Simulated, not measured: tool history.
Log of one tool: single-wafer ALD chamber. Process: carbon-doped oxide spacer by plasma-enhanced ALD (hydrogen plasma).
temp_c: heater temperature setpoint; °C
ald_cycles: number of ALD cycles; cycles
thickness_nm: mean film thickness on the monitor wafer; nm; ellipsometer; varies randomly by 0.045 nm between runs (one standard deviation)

run	day	temp_c	ald_cycles	thickness_nm
1	0	390	210	10.301
2	0.283	390	200	9.7837
3	0.375	390	192	9.4027
4	0.633	397	192	9.2866
5	0.683	397	216	10.425
6	0.796	398	205	9.8842
7	0.829	399	197	9.4156
8	1.133	400	192	9.2184
9	1.238	401	187	8.9094
10	1.579	402	184	8.8214
11	1.612	403	181	8.5892

Estimate the outcome of run 12 from the log above:
12	1.7	404	179	?

{"run 12": {"thickness_nm": 8.4331}}
